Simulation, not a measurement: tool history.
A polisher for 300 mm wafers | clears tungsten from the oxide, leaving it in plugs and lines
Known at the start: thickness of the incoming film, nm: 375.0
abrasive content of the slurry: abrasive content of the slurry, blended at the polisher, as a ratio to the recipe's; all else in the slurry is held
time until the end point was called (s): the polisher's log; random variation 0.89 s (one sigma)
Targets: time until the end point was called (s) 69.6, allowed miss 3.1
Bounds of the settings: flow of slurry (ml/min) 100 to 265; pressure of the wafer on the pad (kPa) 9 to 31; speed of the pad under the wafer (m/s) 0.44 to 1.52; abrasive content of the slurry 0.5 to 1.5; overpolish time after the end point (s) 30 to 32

run,day,flow of slurry (ml/min),pressure of the wafer on the pad (kPa),speed of the pad under the wafer (m/s),abrasive content of the slurry,overpolish time after the end point (s),time until the end point was called (s)
1,0,170,20,0.98,1,30,122.95
2,0.171,170,20,0.98,1,32,123.04
3,0.458,170,15.9,0.98,1,32,152.78
4,0.771,170,19.3,1,1,32,126.43
5,0.908,170,15.9,1,1,32,153.15
6,0.988,170,11.7,1,1,32,205.17
7,1.275,170,15.9,1.02,1,32,148.83
8,1.508,170,18.6,1.02,1,32,127.42
9,1.704,170,21.4,1.02,1,32,113.14
10,2.021,170,23.4,1.02,1,32,102.78
11,2.375,170,25.5,1.02,1,32,94.424
12,2.612,175,31,1.08,1,32,74.726

Which of these 4 next moves meets every target?
A,2.85,180,29,1.1,1,30,?
B,2.85,150,31,1.06,1.05,32,?
C,2.85,165,29,1.1,1.1,32,?
D,2.85,155,31,1.14,1.05,31,?

move,time until the end point was called (s)
A,76.853
B,74.76
C,75.529
D,69.435
A: further off than the last run
B: as far off as the last run
C: further off than the last run
D: meets every target
The right move is D.
